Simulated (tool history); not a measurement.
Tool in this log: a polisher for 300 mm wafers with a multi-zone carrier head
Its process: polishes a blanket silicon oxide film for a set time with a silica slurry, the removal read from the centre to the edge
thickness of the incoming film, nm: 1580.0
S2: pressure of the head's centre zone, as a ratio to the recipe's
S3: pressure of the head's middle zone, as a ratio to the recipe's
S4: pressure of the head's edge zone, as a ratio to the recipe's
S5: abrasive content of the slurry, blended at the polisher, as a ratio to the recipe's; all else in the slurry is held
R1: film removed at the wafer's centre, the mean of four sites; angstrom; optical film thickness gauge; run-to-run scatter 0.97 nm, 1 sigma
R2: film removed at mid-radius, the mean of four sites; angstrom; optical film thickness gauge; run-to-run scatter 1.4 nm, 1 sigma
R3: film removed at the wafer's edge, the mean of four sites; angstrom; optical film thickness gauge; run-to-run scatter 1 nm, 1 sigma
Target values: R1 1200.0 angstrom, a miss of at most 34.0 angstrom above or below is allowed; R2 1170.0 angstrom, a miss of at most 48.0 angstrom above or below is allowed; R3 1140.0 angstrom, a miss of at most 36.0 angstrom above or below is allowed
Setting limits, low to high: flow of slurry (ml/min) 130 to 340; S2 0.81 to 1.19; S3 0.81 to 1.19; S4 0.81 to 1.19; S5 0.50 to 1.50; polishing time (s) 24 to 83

Run 1, hour 0.0: flow of slurry (ml/min) 220, S2 1.00, S3 1.00, S4 1.00, S5 1.00, polishing time (s) 53. Result: R1 1920.6 angstrom, R2 1938.6 angstrom, R3 1950.1 angstrom.
Run 2, hour 8.3: flow of slurry (ml/min) 220, S2 1.00, S3 1.00, S4 1.00, S5 1.00, polishing time (s) 48. Result: R1 1758.6 angstrom, R2 1759.6 angstrom, R3 1774.2 angstrom.
Run 3, hour 16.1: flow of slurry (ml/min) 195, S2 1.00, S3 1.00, S4 1.00, S5 1.00, polishing time (s) 48. Result: R1 1753.8 angstrom, R2 1707.7 angstrom, R3 1728.9 angstrom.
Run 4, hour 17.2: flow of slurry (ml/min) 180, S2 0.98, S3 0.99, S4 0.96, S5 0.85, polishing time (s) 47. Result: R1 1493.1 angstrom, R2 1478.1 angstrom, R3 1474.8 angstrom.
Run 5, hour 22.8: flow of slurry (ml/min) 180, S2 0.92, S3 0.99, S4 0.96, S5 0.85, polishing time (s) 47. Result: R1 1413.5 angstrom, R2 1518.7 angstrom, R3 1487.2 angstrom.
Run 6, hour 29.6: flow of slurry (ml/min) 180, S2 0.92, S3 0.99, S4 1.04, S5 0.85, polishing time (s) 47. Result: R1 1429.4 angstrom, R2 1484.6 angstrom, R3 1576.3 angstrom.
Run 7, hour 36.2: flow of slurry (ml/min) 170, S2 0.93, S3 0.97, S4 0.98, S5 0.80, polishing time (s) 47. Result: R1 1360.3 angstrom, R2 1406.0 angstrom, R3 1435.6 angstrom.
Run 8, hour 38.3: flow of slurry (ml/min) 160, S2 0.93, S3 0.94, S4 0.94, S5 0.75, polishing time (s) 47. Result: R1 1276.8 angstrom, R2 1322.7 angstrom, R3 1319.0 angstrom.
Run 9, hour 42.9: flow of slurry (ml/min) 155, S2 0.94, S3 0.91, S4 0.91, S5 0.75, polishing time (s) 47. Result: R1 1283.9 angstrom, R2 1291.4 angstrom, R3 1306.0 angstrom.
Run 10, hour 45.8: flow of slurry (ml/min) 150, S2 0.95, S3 0.90, S4 0.89, S5 0.70, polishing time (s) 47. Result: R1 1201.9 angstrom, R2 1186.5 angstrom, R3 1216.4 angstrom.
Run 11, hour 54.5: flow of slurry (ml/min) 145, S2 0.96, S3 0.90, S4 0.87, S5 0.70, polishing time (s) 47. Result: R1 1223.0 angstrom, R2 1199.7 angstrom, R3 1204.7 angstrom.
Run 12, hour 62.4: flow of slurry (ml/min) 145, S2 0.96, S3 0.90, S4 0.85, S5 0.70, polishing time (s) 47. Result: R1 1186.5 angstrom, R2 1194.1 angstrom, R3 1178.2 angstrom.

Which of these 4 next moves meets every target?
Run A, hour 70.3: flow of slurry (ml/min) 140, S2 0.96, S3 1.12, S4 0.81, S5 0.75, polishing time (s) 44. Result: R1 ?, R2 ?, R3 ?.
Run B, hour 70.3: flow of slurry (ml/min) 170, S2 1.15, S3 1.00, S4 0.81, S5 0.70, polishing time (s) 43. Result: R1 ?, R2 ?, R3 ?.
Run C, hour 70.3: flow of slurry (ml/min) 140, S2 0.97, S3 1.05, S4 0.81, S5 0.75, polishing time (s) 44. Result: R1 ?, R2 ?, R3 ?.
Run D, hour 70.3: flow of slurry (ml/min) 140, S2 1.03, S3 0.98, S4 0.89, S5 0.55, polishing time (s) 58. Result: R1 ?, R2 ?, R3 ?.

move      R1      R2      R3
   A  1195.6  1313.3  1144.3
   B  1277.9  1164.6  1072.5
   C  1203.5  1268.3  1145.0
   D  1195.4  1167.3  1140.4
A: gets the furthest-off result to its target, but another result is out of tolerance
B: pushes the last run's worst result past its target
C: gets the furthest-off result to its target, but another result is out of tolerance
D: meets every target
Answer: D
